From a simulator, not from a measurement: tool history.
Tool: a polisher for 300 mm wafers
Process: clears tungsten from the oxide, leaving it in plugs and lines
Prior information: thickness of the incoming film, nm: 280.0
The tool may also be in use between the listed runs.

run	hour	flow of slurry (ml/min)	pressure of the wafer on the pad (kPa)	speed of the pad under the wafer (m/s)	abrasive content of the slurry	overpolish time after the end point (s)	time until the end point was called (s)
1	0	185	26.9	1.36	1	7	36.939
2	6	150	26.9	1.36	1	7	37.654
3	12.1	150	29	1.38	1	7	34.917
4	17.3	150	29	1.38	0.85	7	36.508
5	21	150	31	1.4	0.85	7	33.55
6	27.6	150	32.4	1.42	0.85	7	30.914
7	28.4	150	33.1	1.42	0.85	7	31.081
8	32.7	150	34.5	1.42	0.85	7	29.626

Run 9 has not been measured yet. What should we expect?
9	35	150	35.2	1.42	0.85	7	?

{"run 9": {"time until the end point was called (s)": 28.9}}
